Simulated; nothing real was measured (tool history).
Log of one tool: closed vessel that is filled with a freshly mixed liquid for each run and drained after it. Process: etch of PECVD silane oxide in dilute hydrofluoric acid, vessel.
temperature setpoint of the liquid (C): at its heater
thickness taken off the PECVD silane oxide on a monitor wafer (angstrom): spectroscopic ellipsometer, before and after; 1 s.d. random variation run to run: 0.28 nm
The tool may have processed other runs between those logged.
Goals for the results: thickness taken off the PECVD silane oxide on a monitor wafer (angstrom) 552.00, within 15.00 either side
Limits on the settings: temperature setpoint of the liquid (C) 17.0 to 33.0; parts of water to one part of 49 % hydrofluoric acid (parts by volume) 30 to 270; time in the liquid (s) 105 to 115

run	day	temperature setpoint of the liquid (C)	parts of water to one part of 49 % hydrofluoric acid (parts by volume)	time in the liquid (s)	thickness taken off the PECVD silane oxide on a monitor wafer (angstrom)
1	0.000	25.0	150	105	318.55
2	0.250	26.0	145	105	345.01
3	0.396	24.0	145	105	322.69
4	0.546	24.0	110	105	442.38
5	0.758	24.0	110	115	483.09
6	0.871	24.0	110	105	436.42
7	0.929	25.0	110	105	456.50
8	1.046	29.0	110	105	533.25

Which one of the following 4 next-run settings gets every result inside its allowed miss? There is exactly one.
A	1.162	22.0	90	115	?
B	1.162	29.0	115	105	?
C	1.162	28.5	105	115	?
D	1.162	28.0	110	105	?

move	thickness taken off the PECVD silane oxide on a monitor wafer (angstrom)
A	551.26
B	501.41
C	598.29
D	508.23
A: hits every target within its allowed miss
B: the biggest miss grows against the last run
C: the result that was furthest off in the last run now lies on the other side of its target
D: the biggest miss grows against the last run
Correct choice: A, which meets every target
